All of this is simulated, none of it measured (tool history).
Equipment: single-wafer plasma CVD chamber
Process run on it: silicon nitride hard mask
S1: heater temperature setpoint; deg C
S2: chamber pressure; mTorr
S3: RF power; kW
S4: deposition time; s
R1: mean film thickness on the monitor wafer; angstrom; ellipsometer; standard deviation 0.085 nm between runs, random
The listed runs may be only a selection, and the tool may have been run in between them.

run  hour   S1    S2     S3    S4      R1
  1   0.0  395  1800  0.240  28.0  287.69
  2   2.9  395  1800  0.240  28.8  296.13
  3   9.3  395  1940  0.240  28.8  300.57
  4  13.2  395  1940  0.240  28.8  300.01
  5  16.4  395  1940  0.240  28.0  292.57
  6  22.4  395  1970  0.245  28.1  299.50
  7  25.3  395  2000  0.250  28.1  302.83
  8  32.7  395  2020  0.255  28.2  310.40
  9  40.0  395  2040  0.260  28.2  315.23
 10  46.8  395  2060  0.265  28.2  318.76
 11  54.9  395  2080  0.270  28.2  323.18
 12  55.7  395  2100  0.275  28.2  329.28
 13  59.2  395  2120  0.275  28.2  329.58

Estimate the outcome of run 14 from the log above:
 14  65.2  395  2140  0.275  28.2   ?

{"run 14": {"R1": 330.97}}

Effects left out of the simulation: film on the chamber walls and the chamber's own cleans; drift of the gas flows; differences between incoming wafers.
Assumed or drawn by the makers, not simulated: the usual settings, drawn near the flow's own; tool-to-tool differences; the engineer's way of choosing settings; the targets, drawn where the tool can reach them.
